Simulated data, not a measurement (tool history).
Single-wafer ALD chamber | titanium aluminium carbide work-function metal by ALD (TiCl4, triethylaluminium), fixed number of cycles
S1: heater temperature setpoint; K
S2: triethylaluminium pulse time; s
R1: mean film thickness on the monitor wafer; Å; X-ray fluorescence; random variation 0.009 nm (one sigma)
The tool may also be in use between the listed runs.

Run 1, day 0: S1 588.15 K, S2 11.66 s. Result: R1 19.521 Å.
Run 2, day 0.325: S1 580.15 K, S2 11.66 s. Result: R1 18.705 Å.
Run 3, day 0.488: S1 588.15 K, S2 12.28 s. Result: R1 19.508 Å.
Run 4, day 0.788: S1 594.15 K, S2 12.79 s. Result: R1 20.283 Å.
At day 1.012: triethylaluminium bottle replaced.
Run 5, day 1.012: S1 594.15 K, S2 9.66 s. Result: R1 20.509 Å.
Run 6, day 1.271: S1 599.15 K, S2 9.66 s. Result: R1 20.969 Å.

Estimate the outcome of run 7 from the log above:
Run 7, day 1.588: S1 599.15 K, S2 9.66 s. Result: R1 ?.

R1: 20.98 Å
